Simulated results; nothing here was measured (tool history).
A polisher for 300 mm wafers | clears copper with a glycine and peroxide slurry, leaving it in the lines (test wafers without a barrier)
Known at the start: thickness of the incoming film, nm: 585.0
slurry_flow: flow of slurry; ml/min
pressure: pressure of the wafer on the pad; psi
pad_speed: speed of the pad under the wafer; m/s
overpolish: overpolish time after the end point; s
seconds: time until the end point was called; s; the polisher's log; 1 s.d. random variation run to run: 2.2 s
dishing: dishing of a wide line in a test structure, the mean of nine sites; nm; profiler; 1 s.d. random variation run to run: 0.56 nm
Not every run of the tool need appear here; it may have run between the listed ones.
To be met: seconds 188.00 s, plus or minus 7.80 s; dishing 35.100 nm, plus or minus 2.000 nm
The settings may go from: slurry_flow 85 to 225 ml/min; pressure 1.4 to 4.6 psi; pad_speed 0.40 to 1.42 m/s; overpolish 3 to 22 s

{"run": 1, "hour": 0.0, "slurry_flow": 145, "pressure": 3.0, "pad_speed": 0.9, "overpolish": 11, "seconds": 127.71, "dishing": 33.859}
{"run": 2, "hour": 5.3, "slurry_flow": 145, "pressure": 3.0, "pad_speed": 0.9, "overpolish": 13, "seconds": 128.79, "dishing": 39.769}
{"run": 3, "hour": 9.7, "slurry_flow": 145, "pressure": 2.9, "pad_speed": 0.9, "overpolish": 13, "seconds": 130.38, "dishing": 38.474}
{"run": 4, "hour": 16.5, "slurry_flow": 145, "pressure": 2.3, "pad_speed": 0.9, "overpolish": 13, "seconds": 160.28, "dishing": 31.759}
{"run": 5, "hour": 19.5, "slurry_flow": 145, "pressure": 1.7, "pad_speed": 0.9, "overpolish": 13, "seconds": 196.1, "dishing": 26.652}
{"run": 6, "hour": 28.3, "slurry_flow": 145, "pressure": 2.4, "pad_speed": 0.9, "overpolish": 13, "seconds": 151.4, "dishing": 32.918}
{"run": 7, "hour": 33.3, "slurry_flow": 145, "pressure": 2.3, "pad_speed": 0.9, "overpolish": 13, "seconds": 160.18, "dishing": 32.692}
{"run": 8, "hour": 36.8, "slurry_flow": 125, "pressure": 1.8, "pad_speed": 0.9, "overpolish": 16, "seconds": 194.27, "dishing": 31.742}

Which of these 5 next moves meets every target?
{"run": "A", "hour": 40.3, "slurry_flow": 140, "pressure": 2.0, "pad_speed": 1.0, "overpolish": 13, "seconds": "?", "dishing": "?"}
{"run": "B", "hour": 40.3, "slurry_flow": 190, "pressure": 2.2, "pad_speed": 0.8, "overpolish": 15, "seconds": "?", "dishing": "?"}
{"run": "C", "hour": 40.3, "slurry_flow": 120, "pressure": 1.6, "pad_speed": 1.2, "overpolish": 17, "seconds": "?", "dishing": "?"}
{"run": "D", "hour": 40.3, "slurry_flow": 175, "pressure": 2.2, "pad_speed": 0.62, "overpolish": 12, "seconds": "?", "dishing": "?"}
{"run": "E", "hour": 40.3, "slurry_flow": 145, "pressure": 2.1, "pad_speed": 0.82, "overpolish": 19, "seconds": "?", "dishing": "?"}

move=A seconds=166.46 dishing=30.819
move=B seconds=165.56 dishing=35.331
move=C seconds=183.61 dishing=35.409
move=D seconds=185.22 dishing=26.248
move=E seconds=174.96 dishing=41.243
A: further off than the last run
B: the furthest-off result lands on target, but another misses its tolerance
C: in spec on every target
D: further off than the last run
E: pushes the last run's worst result past its target
Answer: C
